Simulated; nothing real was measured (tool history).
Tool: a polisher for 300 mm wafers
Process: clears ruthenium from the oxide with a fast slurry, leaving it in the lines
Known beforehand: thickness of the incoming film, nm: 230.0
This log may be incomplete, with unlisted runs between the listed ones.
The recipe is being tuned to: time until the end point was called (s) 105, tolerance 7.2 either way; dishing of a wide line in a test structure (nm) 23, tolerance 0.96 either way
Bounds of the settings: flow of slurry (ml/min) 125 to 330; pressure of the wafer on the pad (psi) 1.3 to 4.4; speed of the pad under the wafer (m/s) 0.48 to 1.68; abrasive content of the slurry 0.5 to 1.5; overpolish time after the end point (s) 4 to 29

run	day	flow of slurry (ml/min)	pressure of the wafer on the pad (psi)	speed of the pad under the wafer (m/s)	abrasive content of the slurry	overpolish time after the end point (s)	time until the end point was called (s)	dishing of a wide line in a test structure (nm)
1	0	210	2.8	1.08	1	15	63.135	44.708
2	0.225	210	3	1.08	1	15	59.004	47.492
3	0.379	210	2.8	1.06	1	14	63.248	40.406
4	0.521	245	2.8	1.06	1	14	62.762	42.039
5	0.708	245	2.6	1.06	1	14	68.752	38.753
6	1.038	245	2.6	1.06	1	17	64.807	45.501
7	1.175	250	2.5	1.04	1	16	71.114	40.966
8	1.408	250	2.4	1.04	1	15	73.071	38.191
9	1.458	250	2.3	1.02	1	15	76.372	36.594
10	1.742	250	2.2	1	1	15	82.893	33.778
11	2.062	255	1.5	0.98	1	11	124.49	18.633

Below are 4 possible settings for the next run. Only one of them brings all results inside the allowed miss of their targets. Which is it?
A	2.383	225	1.4	0.9	0.9	17	?	?
B	2.383	290	1.8	0.96	0.95	11	?	?
C	2.383	255	1.5	1	1.35	11	?	?
D	2.383	245	1.7	0.96	1.1	12	?	?

move	time until the end point was called (s)	dishing of a wide line in a test structure (nm)
A	148.54	23.132
B	105.37	21.249
C	107.1	20.932
D	106.78	22.746
A: brings the last run's worst result on target, with another outside its allowed miss
B: closer than the last run, but not yet in spec
C: closer than the last run, but not yet in spec
D: all results land within tolerance of their targets
Answer: D
